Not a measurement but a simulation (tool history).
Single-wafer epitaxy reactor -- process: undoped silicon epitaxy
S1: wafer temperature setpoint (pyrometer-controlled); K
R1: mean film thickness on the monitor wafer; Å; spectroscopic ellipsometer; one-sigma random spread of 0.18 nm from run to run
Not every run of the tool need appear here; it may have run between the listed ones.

Run 1, hour 0.0: S1 903.15 K, deposition time (s) 446. Result: R1 475.01 Å.
Run 2, hour 3.7: S1 908.15 K, deposition time (s) 446. Result: R1 526.20 Å.
Run 3, hour 9.5: S1 905.15 K, deposition time (s) 445. Result: R1 496.88 Å.
Run 4, hour 17.1: S1 902.15 K, deposition time (s) 444. Result: R1 460.25 Å.
Run 5, hour 18.5: S1 910.15 K, deposition time (s) 444. Result: R1 545.90 Å.
Run 6, hour 22.9: S1 910.15 K, deposition time (s) 414. Result: R1 507.58 Å.

The next listed run, before its measurement:
Run 7, hour 27.9: S1 907.15 K, deposition time (s) 413. Result: R1 ?.

R1: 475.79 Å

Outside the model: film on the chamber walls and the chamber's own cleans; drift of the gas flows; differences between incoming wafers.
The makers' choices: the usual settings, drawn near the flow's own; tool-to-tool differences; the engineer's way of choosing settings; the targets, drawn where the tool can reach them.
